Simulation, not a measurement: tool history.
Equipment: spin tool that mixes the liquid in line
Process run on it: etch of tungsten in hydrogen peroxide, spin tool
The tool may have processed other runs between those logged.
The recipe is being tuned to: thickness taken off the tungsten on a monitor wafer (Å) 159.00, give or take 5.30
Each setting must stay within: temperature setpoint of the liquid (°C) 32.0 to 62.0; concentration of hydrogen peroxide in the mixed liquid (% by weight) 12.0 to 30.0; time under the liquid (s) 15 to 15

run    day  temperature setpoint of the liquid (°C)  concentration of hydrogen peroxide in the mixed liquid (% by weight)  time under the liquid (s)  thickness taken off the tungsten on a monitor wafer (Å)
  1  0.000                                     46.0                                                                  21.5                         15                                                   344.41
  2  0.158                                     46.0                                                                  21.5                         15                                                   347.49
  3  0.267                                     46.0                                                                  21.5                         15                                                   343.02
  4  0.608                                     46.0                                                                  25.0                         15                                                   368.69
  5  0.642                                     41.5                                                                  25.0                         15                                                   279.99
  6  0.896                                     38.5                                                                  25.0                         15                                                   233.51
  7  0.971                                     36.5                                                                  25.0                         15                                                   202.26
  8  1.121                                     35.5                                                                  25.0                         15                                                   187.59
  9  1.267                                     34.5                                                                  25.0                         15                                                   173.05
 10  1.450                                     34.0                                                                  25.0                         15                                                   169.01
 11  1.796                                     33.5                                                                  25.0                         15                                                   166.72

Pick the move, out of 4, that brings all results within their allowed miss; only one does.
  A  2.142                                     33.5                                                                  24.0                         15                                                        ?
  B  2.142                                     33.5                                                                  26.5                         15                                                        ?
  C  2.142                                     34.0                                                                  25.5                         15                                                        ?
  D  2.142                                     35.5                                                                  21.5                         15                                                        ?

move  thickness taken off the tungsten on a monitor wafer (Å)
   A                                                   162.25
   B                                                   170.49
   C                                                   173.00
   D                                                   175.74
A: all results in spec
B: misses by more than the last run did
C: misses by more than the last run did
D: misses by more than the last run did
Move A is the one to make.
